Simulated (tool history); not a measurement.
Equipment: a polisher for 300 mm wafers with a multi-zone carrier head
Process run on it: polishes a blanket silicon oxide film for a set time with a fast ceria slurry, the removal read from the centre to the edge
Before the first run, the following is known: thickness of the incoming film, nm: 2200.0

run  hour  flow of slurry (ml/min)  pressure of the head's centre zone  pressure of the head's middle zone  pressure of the head's edge zone  polishing time (s)  film removed at the wafer's centre (angstrom)  film removed at mid-radius (angstrom)  film removed at the wafer's edge (angstrom)
  1   0.0                      175                                1.00                                1.00                              1.00                  47                                         7407.2                                 7464.1                                       7473.7
  2   8.9                      170                                0.99                                1.00                              0.99                  44                                         6858.5                                 7051.5                                       6995.6
  3  13.5                      170                                0.99                                1.00                              0.93                  44                                         6801.1                                 6819.7                                       6789.7
  4  20.7                      170                                0.99                                1.00                              0.93                  52                                         8004.2                                 8323.2                                       7951.6
  5  27.0                      165                                0.98                                1.01                              0.92                  49                                         7624.5                                 7657.6                                       7404.4
  6  31.9                      160                                0.96                                1.03                              0.92                  46                                         6805.2                                 7223.7                                       6970.6
  7  36.9                      165                                0.92                                1.09                              0.82                  33                                         4881.3                                 5537.0                                       4742.0
     43.4  -- edge zone pressure recalibrated
  8  43.4                      160                                0.91                                1.08                              0.82                  32                                         4449.9                                 5297.2                                       4421.1

Estimate the outcome of run 9 from the log above:
  9  46.1                      155                                0.91                                1.06                              0.82                  32                                              ?                                      ?                                            ?

Run 9 measured film removed at the wafer's centre (angstrom) 4541.4, film removed at mid-radius (angstrom) 5201.6, film removed at the wafer's edge (angstrom) 4449.6.
